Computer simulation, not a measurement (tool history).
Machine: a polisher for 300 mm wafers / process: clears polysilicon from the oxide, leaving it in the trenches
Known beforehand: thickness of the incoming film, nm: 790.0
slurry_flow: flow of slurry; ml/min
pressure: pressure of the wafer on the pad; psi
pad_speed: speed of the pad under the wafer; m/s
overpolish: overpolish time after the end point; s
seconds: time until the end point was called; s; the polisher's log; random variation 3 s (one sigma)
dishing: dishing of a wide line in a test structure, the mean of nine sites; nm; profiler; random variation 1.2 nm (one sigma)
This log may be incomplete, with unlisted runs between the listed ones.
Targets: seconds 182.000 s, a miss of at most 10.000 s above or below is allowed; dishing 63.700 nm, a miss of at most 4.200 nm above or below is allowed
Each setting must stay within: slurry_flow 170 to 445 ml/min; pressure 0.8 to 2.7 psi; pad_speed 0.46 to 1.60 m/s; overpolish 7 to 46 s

{"run": 1, "day": 0.0, "slurry_flow": 285, "pressure": 1.7, "pad_speed": 1.02, "overpolish": 24, "seconds": 90.572, "dishing": 74.711}
{"run": 2, "day": 0.046, "slurry_flow": 285, "pressure": 1.7, "pad_speed": 0.88, "overpolish": 24, "seconds": 101.64, "dishing": 73.5}
{"run": 3, "day": 0.196, "slurry_flow": 285, "pressure": 1.7, "pad_speed": 1.12, "overpolish": 24, "seconds": 79.46, "dishing": 77.2}
{"run": 4, "day": 0.533, "slurry_flow": 350, "pressure": 1.7, "pad_speed": 1.12, "overpolish": 24, "seconds": 80.201, "dishing": 78.716}
{"run": 5, "day": 0.571, "slurry_flow": 410, "pressure": 1.7, "pad_speed": 1.12, "overpolish": 24, "seconds": 81.231, "dishing": 80.502}
{"run": 6, "day": 0.746, "slurry_flow": 410, "pressure": 1.6, "pad_speed": 1.08, "overpolish": 23, "seconds": 85.456, "dishing": 75.117}
{"run": 7, "day": 1.012, "slurry_flow": 410, "pressure": 1.5, "pad_speed": 1.04, "overpolish": 24, "seconds": 97.475, "dishing": 74.937}
{"run": 8, "day": 1.379, "slurry_flow": 410, "pressure": 1.4, "pad_speed": 1.02, "overpolish": 24, "seconds": 103.66, "dishing": 70.805}
{"day": 1.5, "done": "worn pad replaced by a new one"}
{"run": 9, "day": 1.5, "slurry_flow": 410, "pressure": 1.3, "pad_speed": 1.0, "overpolish": 25, "seconds": 101.71, "dishing": 76.951}
{"run": 10, "day": 1.592, "slurry_flow": 410, "pressure": 1.3, "pad_speed": 0.96, "overpolish": 25, "seconds": 106.26, "dishing": 70.635}
{"run": 11, "day": 1.867, "slurry_flow": 410, "pressure": 1.2, "pad_speed": 0.9, "overpolish": 26, "seconds": 123.23, "dishing": 70.45}
{"run": 12, "day": 2.038, "slurry_flow": 410, "pressure": 1.2, "pad_speed": 0.88, "overpolish": 26, "seconds": 123.12, "dishing": 71.575}
{"run": 13, "day": 2.2, "slurry_flow": 410, "pressure": 1.2, "pad_speed": 0.86, "overpolish": 26, "seconds": 129.65, "dishing": 70.841}

Of the 4 settings listed for the next run, only one would bring every result within its allowed miss of target. Which one?
{"run": "A", "day": 2.362, "slurry_flow": 345, "pressure": 1.1, "pad_speed": 0.74, "overpolish": 28, "seconds": "?", "dishing": "?"}
{"run": "B", "day": 2.362, "slurry_flow": 445, "pressure": 1.3, "pad_speed": 0.46, "overpolish": 35, "seconds": "?", "dishing": "?"}
{"run": "C", "day": 2.362, "slurry_flow": 445, "pressure": 1.4, "pad_speed": 0.5, "overpolish": 31, "seconds": "?", "dishing": "?"}
{"run": "D", "day": 2.362, "slurry_flow": 445, "pressure": 1.1, "pad_speed": 0.78, "overpolish": 39, "seconds": "?", "dishing": "?"}

move=A seconds=161.030 dishing=65.067
move=B seconds=211.500 dishing=63.616
move=C seconds=182.120 dishing=64.446
move=D seconds=150.340 dishing=75.271
A: nearer the targets than the last run, but a result is still out of spec
B: takes the biggest miss from the last run beyond its target
C: every result within its allowed miss
D: nearer the targets than the last run, but a result is still out of spec
Move C is the one to make.
